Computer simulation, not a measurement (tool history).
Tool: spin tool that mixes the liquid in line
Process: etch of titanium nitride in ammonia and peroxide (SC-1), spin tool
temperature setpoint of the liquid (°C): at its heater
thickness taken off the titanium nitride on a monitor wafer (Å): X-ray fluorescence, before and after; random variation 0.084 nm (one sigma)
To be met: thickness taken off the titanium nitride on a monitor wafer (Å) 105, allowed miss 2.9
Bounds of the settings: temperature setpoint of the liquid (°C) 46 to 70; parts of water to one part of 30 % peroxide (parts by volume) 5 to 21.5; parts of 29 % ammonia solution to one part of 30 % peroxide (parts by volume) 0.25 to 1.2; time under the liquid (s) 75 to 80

run,hour,temperature setpoint of the liquid (°C),parts of water to one part of 30 % peroxide (parts by volume),parts of 29 % ammonia solution to one part of 30 % peroxide (parts by volume),time under the liquid (s),thickness taken off the titanium nitride on a monitor wafer (Å)
1,0,62,12,0.95,75,71.538
2,8.7,63,12,0.95,75,76.917
3,13.8,64,12,0.95,75,81.987
4,15.4,65,12,0.95,75,86.117
5,19.7,65.5,12,0.95,75,88.91
6,24.5,66,12,0.95,75,92.922
# hour 28.2: new drum of ammonia solution connected
7,28.2,66.5,12,0.95,75,95.882
8,28.8,67,12,0.95,75,100.67

Which of these 4 next moves meets every target?
A,29.4,67.5,12,1.1,75,?
B,29.4,68,16.5,1.05,80,?
C,29.4,68,12,1.2,75,?
D,29.4,69,13,0.75,80,?

move,thickness taken off the titanium nitride on a monitor wafer (Å)
A,105.73
B,97.795
C,110.54
D,111.66
A: meets every target
B: further off than the last run
C: takes the result that was furthest off past its target
D: takes the result that was furthest off past its target
Answer: A
